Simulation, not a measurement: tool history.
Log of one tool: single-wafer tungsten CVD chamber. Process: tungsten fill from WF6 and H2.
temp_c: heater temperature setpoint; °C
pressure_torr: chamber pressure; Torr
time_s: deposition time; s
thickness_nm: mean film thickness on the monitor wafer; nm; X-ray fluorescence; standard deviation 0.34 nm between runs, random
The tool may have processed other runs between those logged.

run  hour  temp_c  pressure_torr  time_s  thickness_nm
  1   0.0     375           47.8    36.1        79.351
  2   2.6     373           47.6    36.1        75.612
  3  10.6     373           47.6    37.3        78.754
  4  17.9     373           53.3    37.3        81.388
  5  19.8     373           53.3    37.3        81.901
  6  21.7     373           53.3    37.3        82.094
  7  26.7     370           53.1    37.3        77.308
  8  27.7     368           52.9    37.3        75.004
  9  34.2     366           52.7    37.3        71.705

The next listed run, before its measurement:
 10  36.9     364           52.6    37.3             ?

Run 10 gave thickness_nm 68.691 nm.
